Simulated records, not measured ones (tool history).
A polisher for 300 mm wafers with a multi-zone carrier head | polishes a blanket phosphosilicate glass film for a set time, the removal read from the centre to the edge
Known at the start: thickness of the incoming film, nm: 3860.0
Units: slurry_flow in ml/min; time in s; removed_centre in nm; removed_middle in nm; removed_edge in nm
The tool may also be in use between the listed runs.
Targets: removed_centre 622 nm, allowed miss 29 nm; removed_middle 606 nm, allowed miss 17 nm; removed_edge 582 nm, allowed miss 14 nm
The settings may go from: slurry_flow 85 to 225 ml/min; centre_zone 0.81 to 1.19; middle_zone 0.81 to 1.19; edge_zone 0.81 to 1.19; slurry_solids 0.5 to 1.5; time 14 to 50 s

{"run": 1, "hour": 0.0, "slurry_flow": 145, "centre_zone": 1, "middle_zone": 1, "edge_zone": 1, "slurry_solids": 1, "time": 32, "removed_centre": 479.51, "removed_middle": 479.69, "removed_edge": 516.85}
{"run": 2, "hour": 1.5, "slurry_flow": 160, "centre_zone": 1.03, "middle_zone": 1.04, "edge_zone": 1.01, "slurry_solids": 1, "time": 32, "removed_centre": 503.6, "removed_middle": 506.93, "removed_edge": 528.95}
{"run": 3, "hour": 9.0, "slurry_flow": 175, "centre_zone": 1.06, "middle_zone": 1.07, "edge_zone": 1.02, "slurry_solids": 1, "time": 32, "removed_centre": 527.77, "removed_middle": 529.38, "removed_edge": 530.56}
{"run": 4, "hour": 10.0, "slurry_flow": 175, "centre_zone": 1, "middle_zone": 1.07, "edge_zone": 1.02, "slurry_solids": 1, "time": 32, "removed_centre": 498.84, "removed_middle": 525.58, "removed_edge": 530.04}
{"run": 5, "hour": 14.3, "slurry_flow": 185, "centre_zone": 1.04, "middle_zone": 1.09, "edge_zone": 1.04, "slurry_solids": 1, "time": 32, "removed_centre": 522.12, "removed_middle": 539.48, "removed_edge": 538.32}
{"run": 6, "hour": 18.1, "slurry_flow": 190, "centre_zone": 1.07, "middle_zone": 1.11, "edge_zone": 1.05, "slurry_solids": 1.05, "time": 32, "removed_centre": 538.09, "removed_middle": 565.82, "removed_edge": 560.13}
{"run": 7, "hour": 26.4, "slurry_flow": 195, "centre_zone": 1.1, "middle_zone": 1.11, "edge_zone": 1.04, "slurry_solids": 1.05, "time": 32, "removed_centre": 564.99, "removed_middle": 564.19, "removed_edge": 559.09}
{"run": 8, "hour": 33.0, "slurry_flow": 200, "centre_zone": 1.12, "middle_zone": 1.12, "edge_zone": 1.04, "slurry_solids": 1.05, "time": 32, "removed_centre": 581.35, "removed_middle": 573.12, "removed_edge": 555.57}
{"run": 9, "hour": 38.6, "slurry_flow": 205, "centre_zone": 1.13, "middle_zone": 1.13, "edge_zone": 1.05, "slurry_solids": 1.05, "time": 32, "removed_centre": 590.2, "removed_middle": 572.72, "removed_edge": 560.68}
{"run": 10, "hour": 41.2, "slurry_flow": 210, "centre_zone": 1.14, "middle_zone": 1.14, "edge_zone": 1.06, "slurry_solids": 1.05, "time": 32, "removed_centre": 592.39, "removed_middle": 583.66, "removed_edge": 558.16}
{"run": 11, "hour": 46.2, "slurry_flow": 210, "centre_zone": 1.15, "middle_zone": 1.14, "edge_zone": 1.07, "slurry_solids": 1.05, "time": 32, "removed_centre": 598.18, "removed_middle": 581.19, "removed_edge": 565.26}
{"run": 12, "hour": 48.4, "slurry_flow": 210, "centre_zone": 1.16, "middle_zone": 1.15, "edge_zone": 1.07, "slurry_solids": 1.05, "time": 32, "removed_centre": 597.39, "removed_middle": 582.4, "removed_edge": 569.21}

Which of these 4 next moves meets every target?
{"run": "A", "hour": 50.6, "slurry_flow": 225, "centre_zone": 1.19, "middle_zone": 1.1, "edge_zone": 0.88, "slurry_solids": 1.05, "time": 36, "removed_centre": "?", "removed_middle": "?", "removed_edge": "?"}
{"run": "B", "hour": 50.6, "slurry_flow": 210, "centre_zone": 1.1, "middle_zone": 1.11, "edge_zone": 0.99, "slurry_solids": 0.8, "time": 40, "removed_centre": "?", "removed_middle": "?", "removed_edge": "?"}
{"run": "C", "hour": 50.6, "slurry_flow": 215, "centre_zone": 1.19, "middle_zone": 1.15, "edge_zone": 0.86, "slurry_solids": 1.1, "time": 34, "removed_centre": "?", "removed_middle": "?", "removed_edge": "?"}
{"run": "D", "hour": 50.6, "slurry_flow": 225, "centre_zone": 1.19, "middle_zone": 1.18, "edge_zone": 0.94, "slurry_solids": 1.05, "time": 35, "removed_centre": "?", "removed_middle": "?", "removed_edge": "?"}

move=A removed_centre=707.14 removed_middle=643.13 removed_edge=585.44
move=B removed_centre=611.02 removed_middle=606.96 removed_edge=581.68
move=C removed_centre=679.98 removed_middle=642.74 removed_edge=557.53
move=D removed_centre=687.88 removed_middle=664.15 removed_edge=586.88
A: takes the result that was furthest off past its target
B: meets every target
C: takes the result that was furthest off past its target
D: takes the result that was furthest off past its target
Move B is the one to make.

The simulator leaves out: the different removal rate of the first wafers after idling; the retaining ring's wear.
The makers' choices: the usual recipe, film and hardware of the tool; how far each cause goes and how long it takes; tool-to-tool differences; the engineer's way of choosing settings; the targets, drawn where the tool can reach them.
